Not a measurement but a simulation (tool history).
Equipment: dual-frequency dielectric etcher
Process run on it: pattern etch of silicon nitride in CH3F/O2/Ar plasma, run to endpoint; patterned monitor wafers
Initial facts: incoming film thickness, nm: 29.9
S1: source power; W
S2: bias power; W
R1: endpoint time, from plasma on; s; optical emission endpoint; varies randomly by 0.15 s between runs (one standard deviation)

{"run": 1, "day": 0.0, "S1": 380, "S2": 64, "R1": 48.601}
{"run": 2, "day": 0.192, "S1": 380, "S2": 58, "R1": 49.533}
{"run": 3, "day": 0.258, "S1": 380, "S2": 66, "R1": 48.113}
{"run": 4, "day": 0.412, "S1": 420, "S2": 68, "R1": 45.863}
{"run": 5, "day": 0.617, "S1": 420, "S2": 62, "R1": 46.937}
{"run": 6, "day": 0.804, "S1": 450, "S2": 65, "R1": 44.862}
{"run": 7, "day": 1.012, "S1": 470, "S2": 66, "R1": 44.002}

Run 8 is up next; what results do you expect?
{"run": 8, "day": 1.35, "S1": 490, "S2": 67, "R1": "?"}

Run 8 gave R1 43.074 s.
